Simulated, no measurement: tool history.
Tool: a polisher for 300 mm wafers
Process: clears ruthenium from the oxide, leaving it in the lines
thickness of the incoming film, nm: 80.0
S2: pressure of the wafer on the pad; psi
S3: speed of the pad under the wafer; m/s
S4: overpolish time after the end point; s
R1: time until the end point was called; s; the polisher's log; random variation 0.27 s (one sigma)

run 1 hour=0.0 | flow_of_slurry_(ml/min)=315 S2=2.5 S3=0.80 S4=3 | R1=55.847
run 2 hour=1.9 | flow_of_slurry_(ml/min)=315 S2=3.0 S3=0.82 S4=3 | R1=46.901
run 3 hour=10.5 | flow_of_slurry_(ml/min)=315 S2=3.3 S3=0.86 S4=3 | R1=40.602
run 4 hour=11.6 | flow_of_slurry_(ml/min)=315 S2=2.9 S3=0.86 S4=3 | R1=46.191
run 5 hour=19.5 | flow_of_slurry_(ml/min)=315 S2=3.2 S3=0.88 S4=3 | R1=41.111
run 6 hour=21.3 | flow_of_slurry_(ml/min)=315 S2=2.9 S3=0.88 S4=3 | R1=45.702
run 7 hour=28.8 | flow_of_slurry_(ml/min)=315 S2=3.2 S3=0.90 S4=3 | R1=40.460
run 8 hour=36.4 | flow_of_slurry_(ml/min)=315 S2=3.4 S3=0.92 S4=3 | R1=37.588

Run 9 comes next. What will it give?
run 9 hour=38.7 | flow_of_slurry_(ml/min)=315 S2=3.6 S3=0.94 S4=3 | R1=?

{"run 9": {"R1": 34.805}}
